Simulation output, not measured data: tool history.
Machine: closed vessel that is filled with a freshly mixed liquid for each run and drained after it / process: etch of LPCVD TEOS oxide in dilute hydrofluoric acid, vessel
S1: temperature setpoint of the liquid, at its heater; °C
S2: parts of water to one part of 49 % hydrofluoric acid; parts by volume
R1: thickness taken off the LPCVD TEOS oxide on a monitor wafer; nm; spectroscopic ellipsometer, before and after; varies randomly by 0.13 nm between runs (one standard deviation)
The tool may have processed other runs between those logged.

Run 1, hour 0: S1 23 °C, S2 150 parts by volume, time in the liquid (s) 35. Result: R1 10.798 nm.
Run 2, hour 1.4: S1 24 °C, S2 145 parts by volume, time in the liquid (s) 35. Result: R1 11.911 nm.
Run 3, hour 8.2: S1 25 °C, S2 140 parts by volume, time in the liquid (s) 35. Result: R1 12.86 nm.
Run 4, hour 15.3: S1 25 °C, S2 95 parts by volume, time in the liquid (s) 35. Result: R1 19.85 nm.
Run 5, hour 17.7: S1 28 °C, S2 95 parts by volume, time in the liquid (s) 35. Result: R1 22.444 nm.
Run 6, hour 21.8: S1 26 °C, S2 95 parts by volume, time in the liquid (s) 35. Result: R1 20.704 nm.

Run 7 is up next; what results do you expect?
Run 7, hour 22.4: S1 26.5 °C, S2 95 parts by volume, time in the liquid (s) 35. Result: R1 ?.

{"run 7": {"R1": 21.097}}

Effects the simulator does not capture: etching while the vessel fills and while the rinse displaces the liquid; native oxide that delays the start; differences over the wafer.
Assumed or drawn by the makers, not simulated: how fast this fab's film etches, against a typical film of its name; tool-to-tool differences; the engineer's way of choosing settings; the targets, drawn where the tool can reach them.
